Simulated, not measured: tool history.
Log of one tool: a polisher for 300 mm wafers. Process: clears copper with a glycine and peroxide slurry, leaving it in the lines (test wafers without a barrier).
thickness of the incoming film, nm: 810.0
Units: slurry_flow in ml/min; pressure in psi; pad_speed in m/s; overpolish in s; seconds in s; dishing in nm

{"run": 1, "hour": 0.0, "slurry_flow": 210, "pressure": 3.5, "pad_speed": 0.84, "overpolish": 16, "seconds": 143.7, "dishing": 56.483}
{"run": 2, "hour": 7.4, "slurry_flow": 210, "pressure": 3.5, "pad_speed": 1.02, "overpolish": 16, "seconds": 120.01, "dishing": 66.831}
{"run": 3, "hour": 8.1, "slurry_flow": 205, "pressure": 3.5, "pad_speed": 1.02, "overpolish": 17, "seconds": 121.98, "dishing": 65.846}
{"run": 4, "hour": 13.2, "slurry_flow": 210, "pressure": 3.5, "pad_speed": 1.02, "overpolish": 18, "seconds": 121.65, "dishing": 69.854}
{"run": 5, "hour": 21.4, "slurry_flow": 210, "pressure": 3.5, "pad_speed": 1.02, "overpolish": 19, "seconds": 121.84, "dishing": 72.056}
{"run": 6, "hour": 25.3, "slurry_flow": 230, "pressure": 3.5, "pad_speed": 1.02, "overpolish": 19, "seconds": 122, "dishing": 73.346}
{"run": 7, "hour": 32.5, "slurry_flow": 230, "pressure": 3.5, "pad_speed": 1.02, "overpolish": 20, "seconds": 121.79, "dishing": 74.894}

Run 8 comes next. What will it give?
{"run": 8, "hour": 39.8, "slurry_flow": 230, "pressure": 3.5, "pad_speed": 1.02, "overpolish": 21, "seconds": "?", "dishing": "?"}

Run 8 gave seconds 119.17 s, dishing 77.646 nm.
